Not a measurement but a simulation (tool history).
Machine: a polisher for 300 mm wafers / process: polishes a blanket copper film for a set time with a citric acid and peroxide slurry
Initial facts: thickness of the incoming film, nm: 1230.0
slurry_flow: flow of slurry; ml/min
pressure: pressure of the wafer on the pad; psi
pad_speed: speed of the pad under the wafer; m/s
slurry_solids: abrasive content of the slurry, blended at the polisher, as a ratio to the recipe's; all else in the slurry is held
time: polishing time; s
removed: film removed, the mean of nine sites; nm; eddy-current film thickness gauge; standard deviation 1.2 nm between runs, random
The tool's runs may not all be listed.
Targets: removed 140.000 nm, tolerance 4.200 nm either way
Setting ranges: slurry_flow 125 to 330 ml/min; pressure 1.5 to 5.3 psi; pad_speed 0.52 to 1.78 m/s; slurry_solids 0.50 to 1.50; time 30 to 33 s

run  hour  slurry_flow  pressure  pad_speed  slurry_solids  time  removed
  1   0.0          210       3.4       1.14           1.00    33  103.060
  2   9.0          210       3.5       1.14           1.00    33  105.620
  3  14.9          210       2.7       1.14           1.00    33   82.222
  4  22.9          210       2.9       1.14           1.00    33   87.876
  5  28.8          210       2.9       1.14           0.85    33   86.013
  6  33.4          210       3.7       1.14           0.85    33  107.750
  7  35.0          210       3.8       1.14           0.85    33  111.140
  8  39.0          210       3.9       1.14           0.85    33  113.910
  9  47.0          210       4.0       1.14           0.85    33  118.280
 10  54.8          210       4.1       1.14           0.85    33  121.750

Of the 4 settings listed for the next run, only one would bring every result within its allowed miss of target. Which one?
  A  62.6          210       3.9       1.48           0.85    31        ?
  B  62.6          255       4.2       1.20           0.85    33        ?
  C  62.6          185       4.3       1.30           0.90    32        ?
  D  62.6          210       4.8       1.12           1.05    32        ?

move  removed
   A  128.400
   B  129.680
   C  131.940
   D  139.100
A: gains on the last run, yet a result remains outside its allowed miss
B: gains on the last run, yet a result remains outside its allowed miss
C: gains on the last run, yet a result remains outside its allowed miss
D: hits every target within its allowed miss
D is the move that brings every result within its allowed miss.
